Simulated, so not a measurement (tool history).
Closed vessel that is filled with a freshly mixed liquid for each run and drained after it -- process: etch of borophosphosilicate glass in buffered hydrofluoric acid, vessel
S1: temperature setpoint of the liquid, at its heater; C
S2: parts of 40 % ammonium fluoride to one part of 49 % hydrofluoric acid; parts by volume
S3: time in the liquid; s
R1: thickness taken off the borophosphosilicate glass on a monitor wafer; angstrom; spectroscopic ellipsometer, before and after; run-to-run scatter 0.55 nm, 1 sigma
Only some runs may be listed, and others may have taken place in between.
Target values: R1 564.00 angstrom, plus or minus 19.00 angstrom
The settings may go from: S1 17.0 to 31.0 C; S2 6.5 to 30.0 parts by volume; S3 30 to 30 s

{"run": 1, "day": 0.0, "S1": 23.0, "S2": 19.5, "S3": 30, "R1": 260.03}
{"run": 2, "day": 0.071, "S1": 26.5, "S2": 19.5, "S3": 30, "R1": 317.37}
{"run": 3, "day": 0.238, "S1": 26.5, "S2": 19.5, "S3": 30, "R1": 313.88}
{"run": 4, "day": 0.429, "S1": 24.0, "S2": 19.5, "S3": 30, "R1": 270.75}
{"run": 5, "day": 0.508, "S1": 24.0, "S2": 23.5, "S3": 30, "R1": 240.07}
{"run": 6, "day": 0.788, "S1": 25.0, "S2": 22.0, "S3": 30, "R1": 264.83}
{"run": 7, "day": 1.067, "S1": 25.5, "S2": 20.5, "S3": 30, "R1": 288.67}
{"run": 8, "day": 1.396, "S1": 29.5, "S2": 14.0, "S3": 30, "R1": 513.82}
{"run": 9, "day": 1.442, "S1": 30.5, "S2": 14.0, "S3": 30, "R1": 537.05}

Next run, 4 choices. One meets every target within its allowed miss, the rest don't. Which?
{"run": "A", "day": 1.488, "S1": 30.0, "S2": 14.5, "S3": 30, "R1": "?"}
{"run": "B", "day": 1.488, "S1": 27.5, "S2": 11.5, "S3": 30, "R1": "?"}
{"run": "C", "day": 1.488, "S1": 31.0, "S2": 14.5, "S3": 30, "R1": "?"}
{"run": "D", "day": 1.488, "S1": 28.5, "S2": 13.0, "S3": 30, "R1": "?"}

move=A R1=508.08
move=B R1=559.60
move=C R1=535.18
move=D R1=522.96
A: the biggest miss grows against the last run
B: each result inside its tolerance
C: the biggest miss grows against the last run
D: the biggest miss grows against the last run
Go with B: it meets all targets.

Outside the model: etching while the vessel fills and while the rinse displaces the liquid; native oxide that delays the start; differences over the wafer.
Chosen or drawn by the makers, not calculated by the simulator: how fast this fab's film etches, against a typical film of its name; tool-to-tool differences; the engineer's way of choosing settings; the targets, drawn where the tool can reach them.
